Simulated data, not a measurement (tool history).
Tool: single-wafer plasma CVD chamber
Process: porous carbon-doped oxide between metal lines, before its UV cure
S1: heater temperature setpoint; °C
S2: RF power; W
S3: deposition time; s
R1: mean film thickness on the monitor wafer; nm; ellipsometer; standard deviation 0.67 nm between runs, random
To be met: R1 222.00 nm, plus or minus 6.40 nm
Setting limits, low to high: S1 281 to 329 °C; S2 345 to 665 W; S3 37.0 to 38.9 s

run 1 day=0.000 | S1=305 S2=505 S3=38.9 | R1=195.30
run 2 day=0.121 | S1=300 S2=520 S3=38.9 | R1=202.84
run 3 day=0.417 | S1=297 S2=535 S3=38.9 | R1=209.80
run 4 day=0.746 | S1=297 S2=465 S3=38.9 | R1=193.83
run 5 day=0.908 | S1=297 S2=425 S3=38.9 | R1=184.46
run 6 day=1.125 | S1=297 S2=425 S3=37.0 | R1=175.37
run 7 day=1.492 | S1=294 S2=465 S3=37.5 | R1=190.48
run 8 day=1.512 | S1=291 S2=490 S3=37.8 | R1=200.13
run 9 day=1.771 | S1=289 S2=510 S3=38.0 | R1=207.99
run 10 day=2.129 | S1=289 S2=510 S3=38.0 | R1=207.85
run 11 day=2.467 | S1=288 S2=520 S3=38.1 | R1=211.63
run 12 day=2.558 | S1=288 S2=520 S3=38.1 | R1=211.99

Which single option among these 4 for the next run brings every result within its allowed miss of target? Just one does.
run A day=2.650 | S1=281 S2=545 S3=38.9 | R1=?
run B day=2.650 | S1=285 S2=600 S3=38.9 | R1=?
run C day=2.650 | S1=287 S2=530 S3=38.9 | R1=?
run D day=2.650 | S1=293 S2=665 S3=38.4 | R1=?

move=A R1=230.56
move=B R1=237.52
move=C R1=219.60
move=D R1=237.61
A: pushes the last run's worst result past its target
B: pushes the last run's worst result past its target
C: all results land within tolerance of their targets
D: pushes the last run's worst result past its target
Move C is the one to make.
